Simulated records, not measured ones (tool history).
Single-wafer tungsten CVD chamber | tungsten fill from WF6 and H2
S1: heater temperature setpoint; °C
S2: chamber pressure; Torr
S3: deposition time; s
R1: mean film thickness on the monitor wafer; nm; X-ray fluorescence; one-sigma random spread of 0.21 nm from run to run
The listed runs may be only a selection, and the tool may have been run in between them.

run	hour	S1	S2	S3	R1
1	0	390	41.9	27.4	69.715
2	7.7	392	41.9	27.4	72.059
3	8.4	392	35.7	27.4	69.278
4	11.9	394	35.8	27.4	71.558
5	16	394	30.4	27.4	68.629
6	17.1	394	34.8	27.4	71.038

Run 7 comes next. What will it give?
7	23.3	396	34.9	27.4	?

R1: 73.359 nm
